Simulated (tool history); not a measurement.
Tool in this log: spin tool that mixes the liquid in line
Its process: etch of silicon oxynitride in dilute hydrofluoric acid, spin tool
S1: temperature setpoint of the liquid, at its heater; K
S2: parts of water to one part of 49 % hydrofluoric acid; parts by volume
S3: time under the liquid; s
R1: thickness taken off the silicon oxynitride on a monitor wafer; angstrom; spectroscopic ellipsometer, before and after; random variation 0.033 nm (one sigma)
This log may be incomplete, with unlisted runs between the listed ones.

| run | hour | S1 | S2 | S3 | R1 |
|---|---|---|---|---|---|
| 1 | 0.0 | 296.15 | 265 | 320 | 15.366 |
| 2 | 2.5 | 295.65 | 285 | 320 | 13.021 |
| 3 | 6.9 | 295.15 | 295 | 320 | 12.718 |
| 4 | 10.2 | 295.15 | 230 | 320 | 16.986 |
| 5 | 18.3 | 294.65 | 255 | 320 | 15.143 |
| 6 | 23.5 | 294.65 | 170 | 320 | 23.340 |

What does the tool deliver on the next run?
| 7 | 31.8 | 294.15 | 205 | 320 | ? |

Run 7 came out at R1 17.464 angstrom.

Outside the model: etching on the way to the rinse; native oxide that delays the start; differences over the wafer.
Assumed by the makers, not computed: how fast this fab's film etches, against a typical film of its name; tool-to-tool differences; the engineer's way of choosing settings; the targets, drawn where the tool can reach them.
